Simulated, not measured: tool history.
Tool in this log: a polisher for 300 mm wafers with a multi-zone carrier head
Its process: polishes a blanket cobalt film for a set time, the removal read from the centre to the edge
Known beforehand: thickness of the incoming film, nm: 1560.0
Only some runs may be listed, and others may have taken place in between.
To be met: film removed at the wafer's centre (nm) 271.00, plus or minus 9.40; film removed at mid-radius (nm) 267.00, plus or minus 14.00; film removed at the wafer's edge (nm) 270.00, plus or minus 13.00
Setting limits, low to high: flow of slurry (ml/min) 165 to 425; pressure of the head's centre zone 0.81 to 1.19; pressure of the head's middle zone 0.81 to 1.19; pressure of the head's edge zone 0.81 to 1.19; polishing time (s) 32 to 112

run  hour  flow of slurry (ml/min)  pressure of the head's centre zone  pressure of the head's middle zone  pressure of the head's edge zone  polishing time (s)  film removed at the wafer's centre (nm)  film removed at mid-radius (nm)  film removed at the wafer's edge (nm)
  1   0.0                      275                                1.00                                1.00                              1.00                  72                                   383.62                           402.51                                 390.46
  2   3.3                      275                                1.00                                0.93                              1.00                  72                                   393.17                           365.10                                 401.94
  3   7.2                      275                                1.00                                0.93                              0.95                  72                                   381.14                           368.16                                 390.77
  4   9.3                      275                                1.00                                0.93                              0.94                  67                                   365.05                           339.39                                 357.24
  5  15.0                      275                                0.98                                0.93                              0.93                  64                                   341.92                           317.61                                 344.98
  6  17.3                      275                                0.98                                0.93                              0.86                  64                                   333.05                           329.18                                 339.12
  7  22.0                      275                                0.98                                0.93                              0.86                  61                                   323.20                           317.61                                 320.87
  8  28.3                      275                                0.97                                0.93                              0.86                  59                                   307.50                           302.30                                 312.65
  9  32.5                      275                                0.97                                0.93                              0.85                  57                                   299.73                           289.98                                 292.82

Of the 5 settings listed for the next run, only one would bring every result within its allowed miss of target. Which one?
  A  36.7                      260                                1.19                                1.06                              0.81                  49                                        ?                                ?                                      ?
  B  36.7                      285                                1.15                                1.08                              0.81                  52                                        ?                                ?                                      ?
  C  36.7                      330                                0.96                                0.87                              0.88                  50                                        ?                                ?                                      ?
  D  36.7                      295                                1.11                                0.90                              0.86                  59                                        ?                                ?                                      ?
  E  36.7                      225                                0.98                                0.94                              0.88                  52                                        ?                                ?                                      ?

move  film removed at the wafer's centre (nm)  film removed at mid-radius (nm)  film removed at the wafer's edge (nm)
   A                                   307.08                           281.05                                 247.25
   B                                   317.40                           304.91                                 263.49
   C                                   258.64                           246.96                                 262.53
   D                                   348.41                           297.40                                 305.79
   E                                   267.12                           267.22                                 267.75
A: further off than the last run
B: further off than the last run
C: moves the result that the last run missed by most past its target, out the other side
D: further off than the last run
E: all results in spec
E is the move that brings every result within its allowed miss.
